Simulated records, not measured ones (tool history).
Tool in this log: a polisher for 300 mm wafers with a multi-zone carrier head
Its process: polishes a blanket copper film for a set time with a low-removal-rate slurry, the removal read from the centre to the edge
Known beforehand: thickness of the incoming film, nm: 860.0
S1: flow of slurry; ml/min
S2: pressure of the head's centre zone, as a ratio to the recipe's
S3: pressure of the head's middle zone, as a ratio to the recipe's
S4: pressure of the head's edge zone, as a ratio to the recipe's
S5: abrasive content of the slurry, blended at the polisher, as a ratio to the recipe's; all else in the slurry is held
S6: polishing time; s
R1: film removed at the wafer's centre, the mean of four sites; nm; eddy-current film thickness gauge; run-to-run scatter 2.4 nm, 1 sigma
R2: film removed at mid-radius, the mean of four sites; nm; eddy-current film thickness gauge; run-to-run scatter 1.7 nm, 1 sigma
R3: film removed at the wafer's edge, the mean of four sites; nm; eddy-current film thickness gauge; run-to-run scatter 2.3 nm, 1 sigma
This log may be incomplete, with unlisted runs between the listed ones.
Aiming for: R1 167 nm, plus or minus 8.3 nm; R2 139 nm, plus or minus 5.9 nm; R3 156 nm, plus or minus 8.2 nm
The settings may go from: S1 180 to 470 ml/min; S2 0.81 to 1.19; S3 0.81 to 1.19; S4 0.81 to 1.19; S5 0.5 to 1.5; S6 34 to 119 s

run 1 hour=0 | S1=300 S2=1 S3=1 S4=1 S5=1 S6=76 | R1=239.92 R2=252.07 R3=251.34
run 2 hour=1.2 | S1=245 S2=1 S3=1 S4=1 S5=1 S6=76 | R1=233.76 R2=250.3 R3=239.56
run 3 hour=9.7 | S1=250 S2=1.02 S3=0.97 S4=1 S5=0.9 S6=70 | R1=217.87 R2=221.29 R3=217.62
run 4 hour=11.8 | S1=260 S2=1.03 S3=0.94 S4=1.01 S5=0.85 S6=65 | R1=200.76 R2=194.03 R3=198.46
run 5 hour=14.7 | S1=260 S2=1.03 S3=0.94 S4=1.01 S5=0.75 S6=65 | R1=200.94 R2=192.47 R3=192.84
run 6 hour=21.5 | S1=260 S2=1.03 S3=0.94 S4=1.01 S5=0.75 S6=83 | R1=251.64 R2=239.09 R3=248.55
run 7 hour=24.2 | S1=260 S2=1.03 S3=0.92 S4=1.02 S5=0.7 S6=77 | R1=235.63 R2=220.48 R3=235.43
run 8 hour=29.5 | S1=260 S2=1.04 S3=0.9 S4=1.02 S5=0.65 S6=71 | R1=212.62 R2=192.52 R3=207.73
run 9 hour=37.9 | S1=260 S2=1.04 S3=0.89 S4=1.02 S5=0.6 S6=68 | R1=199.97 R2=184.06 R3=195.92
run 10 hour=43.1 | S1=260 S2=1.05 S3=0.87 S4=1.02 S5=0.6 S6=65 | R1=194.54 R2=175.62 R3=186.19
run 11 hour=47 | S1=260 S2=1.06 S3=0.86 S4=1.03 S5=0.6 S6=62 | R1=185.14 R2=160.15 R3=188.3
-- hour=53.5 centre zone pressure recalibrated
run 12 hour=53.5 | S1=260 S2=1.06 S3=0.85 S4=1.02 S5=0.6 S6=60 | R1=189.65 R2=156.3 R3=173.55
run 13 hour=54.7 | S1=250 S2=1 S3=0.81 S4=1.03 S5=0.5 S6=54 | R1=156.69 R2=131.29 R3=153.4
run 14 hour=62.6 | S1=255 S2=1.01 S3=0.82 S4=1.03 S5=0.5 S6=54 | R1=156.26 R2=128.78 R3=151.06

5 next moves are on the table. One of them brings every result within its allowed miss. Which?
run A hour=70.5 | S1=300 S2=1.03 S3=0.84 S4=1.01 S5=0.5 S6=48 | R1=? R2=? R3=?
run B hour=70.5 | S1=315 S2=1.12 S3=0.81 S4=0.93 S5=0.55 S6=49 | R1=? R2=? R3=?
run C hour=70.5 | S1=215 S2=0.98 S3=0.81 S4=1.13 S5=0.75 S6=54 | R1=? R2=? R3=?
run D hour=70.5 | S1=185 S2=0.96 S3=0.97 S4=1.15 S5=0.5 S6=53 | R1=? R2=? R3=?
run E hour=70.5 | S1=300 S2=1.05 S3=0.86 S4=1.03 S5=0.6 S6=52 | R1=? R2=? R3=?

move=A R1=146.24 R2=123.04 R3=134.45
move=B R1=165.83 R2=124.4 R3=134.58
move=C R1=159.59 R2=137.74 R3=165.83
move=D R1=139.26 R2=142.74 R3=150.1
move=E R1=166.43 R2=139.99 R3=151.46
A: lands further from the targets than the last run did
B: lands further from the targets than the last run did
C: brings the last run's worst result on target, with another outside its allowed miss
D: brings the last run's worst result on target, with another outside its allowed miss
E: all results in spec
Go with E: it meets all targets.

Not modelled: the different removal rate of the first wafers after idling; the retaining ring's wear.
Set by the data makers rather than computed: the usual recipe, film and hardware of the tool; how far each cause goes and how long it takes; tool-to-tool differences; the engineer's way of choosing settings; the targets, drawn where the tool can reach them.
